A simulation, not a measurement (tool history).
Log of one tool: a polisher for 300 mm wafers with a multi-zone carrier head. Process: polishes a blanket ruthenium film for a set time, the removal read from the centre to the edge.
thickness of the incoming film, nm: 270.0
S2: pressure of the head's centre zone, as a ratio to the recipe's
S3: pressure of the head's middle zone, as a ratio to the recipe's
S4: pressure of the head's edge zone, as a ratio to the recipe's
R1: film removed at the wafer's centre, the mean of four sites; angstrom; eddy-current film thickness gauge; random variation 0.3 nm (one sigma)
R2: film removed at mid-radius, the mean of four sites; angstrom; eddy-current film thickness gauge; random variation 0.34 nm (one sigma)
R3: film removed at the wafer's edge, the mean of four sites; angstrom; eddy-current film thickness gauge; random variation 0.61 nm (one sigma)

{"run": 1, "hour": 0.0, "flow of slurry (ml/min)": 165, "S2": 1.0, "S3": 1.0, "S4": 1.0, "polishing time (s)": 48, "R1": 648.09, "R2": 639.37, "R3": 608.58}
{"run": 2, "hour": 4.1, "flow of slurry (ml/min)": 150, "S2": 1.0, "S3": 1.0, "S4": 1.0, "polishing time (s)": 48, "R1": 627.05, "R2": 624.26, "R3": 601.26}
{"run": 3, "hour": 6.0, "flow of slurry (ml/min)": 150, "S2": 1.0, "S3": 1.08, "S4": 1.0, "polishing time (s)": 48, "R1": 626.9, "R2": 655.84, "R3": 597.41}
{"run": 4, "hour": 12.4, "flow of slurry (ml/min)": 145, "S2": 0.99, "S3": 1.02, "S4": 0.97, "polishing time (s)": 44, "R1": 566.44, "R2": 568.67, "R3": 558.46}
{"run": 5, "hour": 20.5, "flow of slurry (ml/min)": 155, "S2": 1.0, "S3": 1.02, "S4": 0.95, "polishing time (s)": 40, "R1": 531.7, "R2": 531.42, "R3": 508.15}
{"run": 6, "hour": 21.4, "flow of slurry (ml/min)": 155, "S2": 1.0, "S3": 1.0, "S4": 0.93, "polishing time (s)": 38, "R1": 502.1, "R2": 497.46, "R3": 464.29}
{"run": 7, "hour": 27.3, "flow of slurry (ml/min)": 145, "S2": 1.0, "S3": 0.97, "S4": 0.91, "polishing time (s)": 38, "R1": 496.2, "R2": 480.45, "R3": 460.99}

Forecast run 8:
{"run": 8, "hour": 34.3, "flow of slurry (ml/min)": 135, "S2": 1.0, "S3": 0.95, "S4": 0.89, "polishing time (s)": 38, "R1": "?", "R2": "?", "R3": "?"}

R1: 488.11 angstrom
R2: 474.40 angstrom
R3: 439.90 angstrom
